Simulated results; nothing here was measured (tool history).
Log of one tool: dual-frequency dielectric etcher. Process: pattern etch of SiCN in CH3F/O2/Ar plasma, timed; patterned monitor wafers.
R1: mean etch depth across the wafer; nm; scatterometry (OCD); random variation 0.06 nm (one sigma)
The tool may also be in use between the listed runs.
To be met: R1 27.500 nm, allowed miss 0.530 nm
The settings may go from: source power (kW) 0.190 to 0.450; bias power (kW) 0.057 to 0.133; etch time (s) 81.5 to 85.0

{"run": 1, "hour": 0.0, "source power (kW)": 0.32, "bias power (kW)": 0.095, "etch time (s)": 81.5, "R1": 30.798}
{"run": 2, "hour": 7.4, "source power (kW)": 0.3, "bias power (kW)": 0.094, "etch time (s)": 81.5, "R1": 30.053}
{"run": 3, "hour": 14.1, "source power (kW)": 0.35, "bias power (kW)": 0.094, "etch time (s)": 81.5, "R1": 31.611}
{"run": 4, "hour": 22.3, "source power (kW)": 0.35, "bias power (kW)": 0.11, "etch time (s)": 81.5, "R1": 32.733}
{"run": 5, "hour": 26.3, "source power (kW)": 0.35, "bias power (kW)": 0.097, "etch time (s)": 81.5, "R1": 31.878}
{"run": 6, "hour": 32.8, "source power (kW)": 0.35, "bias power (kW)": 0.097, "etch time (s)": 85.0, "R1": 33.061}
{"run": 7, "hour": 36.4, "source power (kW)": 0.29, "bias power (kW)": 0.088, "etch time (s)": 84.5, "R1": 30.335}
{"run": 8, "hour": 43.8, "source power (kW)": 0.28, "bias power (kW)": 0.087, "etch time (s)": 84.5, "R1": 30.102}
{"run": 9, "hour": 46.9, "source power (kW)": 0.27, "bias power (kW)": 0.086, "etch time (s)": 84.5, "R1": 29.688}
{"run": 10, "hour": 48.8, "source power (kW)": 0.26, "bias power (kW)": 0.085, "etch time (s)": 84.5, "R1": 29.109}
{"run": 11, "hour": 51.4, "source power (kW)": 0.25, "bias power (kW)": 0.084, "etch time (s)": 84.5, "R1": 28.754}
{"run": 12, "hour": 54.7, "source power (kW)": 0.24, "bias power (kW)": 0.084, "etch time (s)": 84.5, "R1": 28.522}
{"run": 13, "hour": 58.2, "source power (kW)": 0.23, "bias power (kW)": 0.084, "etch time (s)": 84.5, "R1": 28.157}

4 next moves are on the table. One of them brings every result within its allowed miss. Which?
{"run": "A", "hour": 61.7, "source power (kW)": 0.25, "bias power (kW)": 0.097, "etch time (s)": 82.5, "R1": "?"}
{"run": "B", "hour": 61.7, "source power (kW)": 0.27, "bias power (kW)": 0.095, "etch time (s)": 82.0, "R1": "?"}
{"run": "C", "hour": 61.7, "source power (kW)": 0.22, "bias power (kW)": 0.095, "etch time (s)": 81.5, "R1": "?"}
{"run": "D", "hour": 61.7, "source power (kW)": 0.24, "bias power (kW)": 0.088, "etch time (s)": 83.5, "R1": "?"}

move=A R1=29.046
move=B R1=29.391
move=C R1=27.521
move=D R1=28.413
A: further off than the last run
B: further off than the last run
C: meets every target
D: further off than the last run
Answer: C

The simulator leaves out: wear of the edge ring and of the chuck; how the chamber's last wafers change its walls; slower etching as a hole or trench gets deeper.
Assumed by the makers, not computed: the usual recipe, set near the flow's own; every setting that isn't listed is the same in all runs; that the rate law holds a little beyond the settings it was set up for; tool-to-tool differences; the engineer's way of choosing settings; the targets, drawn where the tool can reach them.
